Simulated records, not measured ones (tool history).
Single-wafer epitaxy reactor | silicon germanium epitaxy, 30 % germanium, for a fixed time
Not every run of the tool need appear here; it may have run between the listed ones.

| run | hour | wafer temperature setpoint (pyrometer-controlled) (deg C) | chamber pressure (Pa) | mean film thickness on the monitor wafer (Å) |
|---|---|---|---|---|
| 1 | 0 | 600 | 3600 | 681.3 |
| 2 | 3.9 | 600 | 4160 | 728.52 |
| 3 | 8.1 | 595 | 4133 | 669.31 |
| 4 | 15.5 | 591 | 4106 | 628.36 |
| 5 | 16.1 | 586 | 4106 | 576.72 |
| 6 | 21 | 586 | 3893 | 564.07 |
| 7 | 27.7 | 584 | 3880 | 542.91 |
| 8 | 33.5 | 583 | 3866 | 535.33 |
| 9 | 41 | 582 | 3853 | 528.39 |

Expected results for the next run?
| 10 | 42.1 | 581 | 3840 | ? |

{"run 10": {"mean film thickness on the monitor wafer (Å)": 517.48}}
